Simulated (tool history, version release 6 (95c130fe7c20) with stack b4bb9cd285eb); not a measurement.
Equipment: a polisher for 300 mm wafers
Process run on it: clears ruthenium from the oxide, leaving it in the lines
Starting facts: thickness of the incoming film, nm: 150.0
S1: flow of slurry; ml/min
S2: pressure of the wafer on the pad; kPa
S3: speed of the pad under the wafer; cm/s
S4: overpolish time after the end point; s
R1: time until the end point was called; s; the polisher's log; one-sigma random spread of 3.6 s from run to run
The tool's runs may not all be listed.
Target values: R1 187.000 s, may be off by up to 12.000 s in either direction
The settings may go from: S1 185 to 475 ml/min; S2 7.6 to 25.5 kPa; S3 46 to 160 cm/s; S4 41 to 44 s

run,hour,S1,S2,S3,S4,R1
1,0.0,305,16.5,102,41,93.037
2,3.8,245,16.5,102,41,93.916
3,4.5,245,14.5,102,41,106.480
4,12.8,290,14.5,102,41,104.500
5,21.1,245,14.5,102,41,108.140
6,23.6,245,14.5,102,44,108.590
7,28.7,245,13.8,100,44,116.920
8,30.7,245,13.8,100,44,111.810
9,32.7,245,13.1,98,44,120.850
10,37.7,245,12.4,96,44,130.710
# hour 40.1: head pressure recalibrated
11,40.1,245,11.7,96,44,147.730
12,45.9,245,10.3,96,44,167.270

Which of these 4 next moves meets every target?
A,51.7,230,11.0,92,44,?
B,51.7,250,12.4,84,44,?
C,51.7,275,9.0,96,43,?
D,51.7,240,11.7,92,42,?

move,R1
A,165.060
B,159.840
C,190.150
D,155.190
A: moves away from the targets compared with the last run
B: moves away from the targets compared with the last run
C: hits every target within its allowed miss
D: moves away from the targets compared with the last run
The right move is C.
